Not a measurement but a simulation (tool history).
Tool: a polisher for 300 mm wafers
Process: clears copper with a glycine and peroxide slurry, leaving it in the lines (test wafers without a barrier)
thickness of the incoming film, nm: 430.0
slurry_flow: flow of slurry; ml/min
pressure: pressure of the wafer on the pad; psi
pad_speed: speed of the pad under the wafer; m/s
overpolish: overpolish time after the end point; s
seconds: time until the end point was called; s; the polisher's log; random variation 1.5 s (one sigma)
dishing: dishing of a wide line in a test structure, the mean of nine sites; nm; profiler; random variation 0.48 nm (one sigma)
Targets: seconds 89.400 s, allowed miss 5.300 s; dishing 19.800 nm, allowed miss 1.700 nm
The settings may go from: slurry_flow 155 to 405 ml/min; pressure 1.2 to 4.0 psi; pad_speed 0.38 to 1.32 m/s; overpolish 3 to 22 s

run  hour  slurry_flow  pressure  pad_speed  overpolish  seconds  dishing
  1   0.0          260       2.6       0.84          11  121.970   16.472
  2   8.6          195       2.6       0.84          11  127.240   16.387
  3   9.8          195       2.2       0.84          11  138.200   16.025
  4  14.5          155       2.2       0.84          11  145.090   15.824
  5  17.7          160       2.5       0.86          11  122.410   16.291
  6  23.3          160       2.1       0.86          11  143.290   16.659
  7  31.8          160       2.3       0.88          12  133.270   16.926
  8  38.7          160       2.5       0.90          12  123.190   18.317
  9  42.2          160       3.2       0.98           8   92.650   16.244
 10  47.8          160       3.2       0.98           9   97.799   17.244
 11  54.8          160       3.3       0.98           9   93.215   17.575
 12  56.2          160       3.4       0.98          10   89.779   17.049

Which of these 4 next moves meets every target?
  A  57.6          155       3.7       0.86           8        ?        ?
  B  57.6          175       3.4       0.94          13        ?        ?
  C  57.6          155       3.5       1.14          12        ?        ?
  D  57.6          160       3.2       1.18          13        ?        ?

move  seconds  dishing
   A   91.022   15.992
   B   89.527   19.154
   C   74.875   19.211
   D   78.092   19.407
A: further off than the last run
B: meets every target
C: brings the result that was furthest off to its target, and leaves another outside
D: brings the result that was furthest off to its target, and leaves another outside
Move B is the one to make.

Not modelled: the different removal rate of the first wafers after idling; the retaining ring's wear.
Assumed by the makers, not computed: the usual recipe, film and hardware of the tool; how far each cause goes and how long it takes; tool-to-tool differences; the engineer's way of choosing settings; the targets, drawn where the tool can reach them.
